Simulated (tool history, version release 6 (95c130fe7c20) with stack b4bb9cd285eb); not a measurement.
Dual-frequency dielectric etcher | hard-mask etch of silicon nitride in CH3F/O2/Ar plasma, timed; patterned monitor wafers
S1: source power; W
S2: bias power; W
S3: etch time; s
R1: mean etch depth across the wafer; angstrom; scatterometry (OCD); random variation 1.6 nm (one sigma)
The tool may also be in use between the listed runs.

run,hour,S1,S2,S3,R1
1,0.0,470,67,293.5,2066.1
2,6.3,470,67,293.5,2069.0
3,9.6,390,67,293.5,1985.0
4,15.8,390,67,306.0,2044.2
5,17.9,390,62,306.0,2023.0
6,21.2,440,65,306.0,2102.1
7,29.6,480,68,306.0,2171.3

Forecast run 8:
8,31.6,510,71,306.0,?

Run 8 gave R1 2242.3 angstrom.
